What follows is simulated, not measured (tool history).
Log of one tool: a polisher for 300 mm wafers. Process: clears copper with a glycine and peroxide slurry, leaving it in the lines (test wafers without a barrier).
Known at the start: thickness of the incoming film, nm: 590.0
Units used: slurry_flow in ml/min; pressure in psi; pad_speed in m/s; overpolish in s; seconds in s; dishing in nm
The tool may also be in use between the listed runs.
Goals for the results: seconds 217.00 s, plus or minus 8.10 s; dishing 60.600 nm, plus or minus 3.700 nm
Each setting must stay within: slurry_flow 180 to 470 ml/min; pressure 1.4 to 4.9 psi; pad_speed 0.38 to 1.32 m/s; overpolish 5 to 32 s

run,hour,slurry_flow,pressure,pad_speed,overpolish,seconds,dishing
1,0.0,300,3.1,0.84,16,135.17,55.644
2,5.9,300,2.9,0.84,17,140.61,56.977
3,11.5,365,2.9,0.84,17,138.04,57.902
4,15.2,365,2.9,0.84,11,139.68,39.111
5,22.5,365,2.3,0.84,11,160.66,34.768
6,29.6,365,2.2,0.82,13,167.24,37.542
7,33.2,365,2.1,0.80,15,174.95,41.474
8,36.0,360,1.4,0.76,23,226.53,47.927
9,39.0,360,1.5,0.76,25,220.84,51.908

Below are 5 possible settings for the next run. Only one of them brings all results inside the allowed miss of their targets. Which is it?
A,42.0,415,1.5,0.86,27,?,?
B,42.0,380,1.4,0.84,28,?,?
C,42.0,385,1.5,0.68,31,?,?
D,42.0,260,1.9,0.78,22,?,?
E,42.0,355,1.9,0.64,24,?,?

move,seconds,dishing
A,206.20,59.712
B,218.32,58.680
C,238.82,59.906
D,200.59,51.960
E,219.84,52.094
A: brings the last run's worst result on target, with another outside its allowed miss
B: all results land within tolerance of their targets
C: brings the last run's worst result on target, with another outside its allowed miss
D: about as far from the targets as the last run
E: about as far from the targets as the last run
Correct choice: B, which meets every target

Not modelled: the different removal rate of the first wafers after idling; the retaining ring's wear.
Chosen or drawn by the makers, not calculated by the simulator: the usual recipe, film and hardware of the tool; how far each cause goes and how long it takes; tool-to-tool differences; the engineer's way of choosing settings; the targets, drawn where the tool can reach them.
